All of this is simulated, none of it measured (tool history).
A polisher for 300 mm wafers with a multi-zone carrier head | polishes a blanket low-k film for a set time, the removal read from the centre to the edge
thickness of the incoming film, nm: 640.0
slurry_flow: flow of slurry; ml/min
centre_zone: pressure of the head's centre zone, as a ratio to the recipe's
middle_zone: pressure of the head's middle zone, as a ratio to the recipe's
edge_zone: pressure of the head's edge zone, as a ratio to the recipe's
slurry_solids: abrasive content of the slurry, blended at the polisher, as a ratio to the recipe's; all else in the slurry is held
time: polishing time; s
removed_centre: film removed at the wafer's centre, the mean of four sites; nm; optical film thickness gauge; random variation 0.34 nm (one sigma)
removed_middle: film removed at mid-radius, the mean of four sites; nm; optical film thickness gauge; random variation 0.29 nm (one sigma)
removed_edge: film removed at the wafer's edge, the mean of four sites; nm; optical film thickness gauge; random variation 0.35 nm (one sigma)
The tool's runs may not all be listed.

run	day	slurry_flow	centre_zone	middle_zone	edge_zone	slurry_solids	time	removed_centre	removed_middle	removed_edge
1	0	320	1	1	1	1	53	17.297	17.676	17.49
2	0.117	320	1.02	1	1.01	1.05	54	18.322	18.383	18.102
3	0.333	350	1.02	1	1.01	1.05	54	18.483	18.675	17.898
4	0.467	350	1.02	1	1.01	1.2	54	19.03	19.828	18.64
5	0.55	340	1.03	0.98	1.02	1.25	55	20.084	19.542	20.212
6	0.642	340	1.03	0.98	0.97	1.25	55	20.344	19.686	19.332

The next listed run, before its measurement:
7	0.783	345	1.13	1	1.07	1.5	60	?	?	?

{"run 7": {"removed_centre": 25.811, "removed_middle": 22.821, "removed_edge": 23.357}}

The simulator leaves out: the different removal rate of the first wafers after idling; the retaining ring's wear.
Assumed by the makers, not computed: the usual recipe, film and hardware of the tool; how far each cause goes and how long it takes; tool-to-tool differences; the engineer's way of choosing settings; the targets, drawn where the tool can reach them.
